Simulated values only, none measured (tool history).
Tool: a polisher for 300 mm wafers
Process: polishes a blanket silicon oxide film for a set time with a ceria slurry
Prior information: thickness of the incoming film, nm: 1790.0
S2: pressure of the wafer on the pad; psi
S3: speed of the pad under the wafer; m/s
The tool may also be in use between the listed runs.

run 1 hour=0 | flow_of_slurry_(ml/min)=195 S2=4 S3=0.96 polishing_time_(s)=106 | film_removed_(nm)=490.07
run 2 hour=1.9 | flow_of_slurry_(ml/min)=195 S2=4.7 S3=0.96 polishing_time_(s)=106 | film_removed_(nm)=563.72
run 3 hour=4.1 | flow_of_slurry_(ml/min)=195 S2=4.7 S3=0.96 polishing_time_(s)=112 | film_removed_(nm)=599.01
run 4 hour=9.8 | flow_of_slurry_(ml/min)=195 S2=4.3 S3=0.94 polishing_time_(s)=112 | film_removed_(nm)=543.91
run 5 hour=12.9 | flow_of_slurry_(ml/min)=195 S2=4.3 S3=0.94 polishing_time_(s)=106 | film_removed_(nm)=510.76
run 6 hour=18 | flow_of_slurry_(ml/min)=195 S2=4.3 S3=0.94 polishing_time_(s)=112 | film_removed_(nm)=543.81

Run 7 is up next; what results do you expect?
run 7 hour=23.5 | flow_of_slurry_(ml/min)=195 S2=4 S3=0.92 polishing_time_(s)=112 | film_removed_(nm)=?

{"run 7": {"film removed (nm)": 488.63}}

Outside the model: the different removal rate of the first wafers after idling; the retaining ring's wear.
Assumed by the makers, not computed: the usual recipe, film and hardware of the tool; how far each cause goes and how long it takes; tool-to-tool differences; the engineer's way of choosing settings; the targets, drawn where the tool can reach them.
